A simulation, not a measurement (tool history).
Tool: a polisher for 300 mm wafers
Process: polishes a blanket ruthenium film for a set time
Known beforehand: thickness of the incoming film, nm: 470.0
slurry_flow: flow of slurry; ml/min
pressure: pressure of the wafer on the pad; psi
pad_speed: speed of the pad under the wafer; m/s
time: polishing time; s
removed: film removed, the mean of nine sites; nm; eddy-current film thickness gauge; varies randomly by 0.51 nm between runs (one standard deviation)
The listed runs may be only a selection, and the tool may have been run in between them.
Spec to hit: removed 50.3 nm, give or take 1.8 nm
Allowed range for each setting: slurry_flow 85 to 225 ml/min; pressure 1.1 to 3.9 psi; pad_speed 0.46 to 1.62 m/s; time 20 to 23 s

{"run": 1, "hour": 0.0, "slurry_flow": 145, "pressure": 2.5, "pad_speed": 1.04, "time": 23, "removed": 34.857}
{"run": 2, "hour": 5.1, "slurry_flow": 150, "pressure": 2.6, "pad_speed": 1.04, "time": 23, "removed": 36.852}
{"run": 3, "hour": 8.5, "slurry_flow": 150, "pressure": 2.2, "pad_speed": 1.04, "time": 23, "removed": 31.741}
{"run": 4, "hour": 12.2, "slurry_flow": 155, "pressure": 2.4, "pad_speed": 1.04, "time": 23, "removed": 33.914}
{"run": 5, "hour": 19.6, "slurry_flow": 140, "pressure": 2.4, "pad_speed": 1.04, "time": 23, "removed": 33.805}
{"run": 6, "hour": 27.9, "slurry_flow": 140, "pressure": 2.4, "pad_speed": 1.04, "time": 20, "removed": 28.897}
{"run": 7, "hour": 34.0, "slurry_flow": 150, "pressure": 2.6, "pad_speed": 1.04, "time": 20, "removed": 32.233}
{"run": 8, "hour": 41.3, "slurry_flow": 190, "pressure": 3.3, "pad_speed": 1.06, "time": 20, "removed": 42.51}
{"run": 9, "hour": 50.2, "slurry_flow": 190, "pressure": 3.4, "pad_speed": 1.06, "time": 20, "removed": 44.428}
{"run": 10, "hour": 58.8, "slurry_flow": 190, "pressure": 3.5, "pad_speed": 1.06, "time": 20, "removed": 44.9}
{"run": 11, "hour": 66.1, "slurry_flow": 190, "pressure": 3.6, "pad_speed": 1.06, "time": 20, "removed": 46.534}
{"run": 12, "hour": 68.0, "slurry_flow": 190, "pressure": 3.7, "pad_speed": 1.06, "time": 20, "removed": 48.003}
{"run": 13, "hour": 70.8, "slurry_flow": 190, "pressure": 3.7, "pad_speed": 1.06, "time": 20, "removed": 46.843}
{"run": 14, "hour": 72.4, "slurry_flow": 195, "pressure": 3.7, "pad_speed": 1.06, "time": 20, "removed": 47.964}

5 next moves are on the table. One of them brings every result within its allowed miss. Which?
{"run": "A", "hour": 74.0, "slurry_flow": 210, "pressure": 3.7, "pad_speed": 1.04, "time": 21, "removed": "?"}
{"run": "B", "hour": 74.0, "slurry_flow": 205, "pressure": 3.7, "pad_speed": 0.96, "time": 20, "removed": "?"}
{"run": "C", "hour": 74.0, "slurry_flow": 195, "pressure": 3.7, "pad_speed": 1.04, "time": 20, "removed": "?"}
{"run": "D", "hour": 74.0, "slurry_flow": 180, "pressure": 3.7, "pad_speed": 1, "time": 21, "removed": "?"}
{"run": "E", "hour": 74.0, "slurry_flow": 195, "pressure": 3.9, "pad_speed": 0.82, "time": 23, "removed": "?"}

move=A removed=48.866
move=B removed=42.938
move=C removed=46.104
move=D removed=46.1
move=E removed=44.371
A: every result lands within tolerance
B: lands further from the targets than the last run did
C: lands further from the targets than the last run did
D: lands further from the targets than the last run did
E: lands further from the targets than the last run did
Move A is the one to make.

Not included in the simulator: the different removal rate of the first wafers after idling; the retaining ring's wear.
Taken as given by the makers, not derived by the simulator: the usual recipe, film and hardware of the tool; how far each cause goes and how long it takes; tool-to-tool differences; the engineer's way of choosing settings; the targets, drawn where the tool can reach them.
